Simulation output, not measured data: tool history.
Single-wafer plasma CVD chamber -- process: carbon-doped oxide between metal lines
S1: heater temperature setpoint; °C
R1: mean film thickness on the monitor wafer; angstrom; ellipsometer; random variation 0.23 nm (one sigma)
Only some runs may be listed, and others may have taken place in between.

run 1 hour=0 | S1=335 chamber_pressure_(mTorr)=5570 RF_power_(W)=560 deposition_time_(s)=15 | R1=901.72
run 2 hour=7.4 | S1=335 chamber_pressure_(mTorr)=5570 RF_power_(W)=560 deposition_time_(s)=15 | R1=904.83
run 3 hour=14 | S1=333 chamber_pressure_(mTorr)=5620 RF_power_(W)=560 deposition_time_(s)=15 | R1=908.87
run 4 hour=20.9 | S1=331 chamber_pressure_(mTorr)=5680 RF_power_(W)=560 deposition_time_(s)=15 | R1=918.33
run 5 hour=22.3 | S1=331 chamber_pressure_(mTorr)=6640 RF_power_(W)=560 deposition_time_(s)=15 | R1=926
run 6 hour=27 | S1=330 chamber_pressure_(mTorr)=6670 RF_power_(W)=560 deposition_time_(s)=15 | R1=933.39
run 7 hour=34.7 | S1=329 chamber_pressure_(mTorr)=6700 RF_power_(W)=560 deposition_time_(s)=15 | R1=932.58

Run 8 has not been measured yet. What should we expect?
run 8 hour=37.1 | S1=317 chamber_pressure_(mTorr)=7110 RF_power_(W)=565 deposition_time_(s)=15 | R1=?

Logged for run 8: R1 991.67 angstrom.

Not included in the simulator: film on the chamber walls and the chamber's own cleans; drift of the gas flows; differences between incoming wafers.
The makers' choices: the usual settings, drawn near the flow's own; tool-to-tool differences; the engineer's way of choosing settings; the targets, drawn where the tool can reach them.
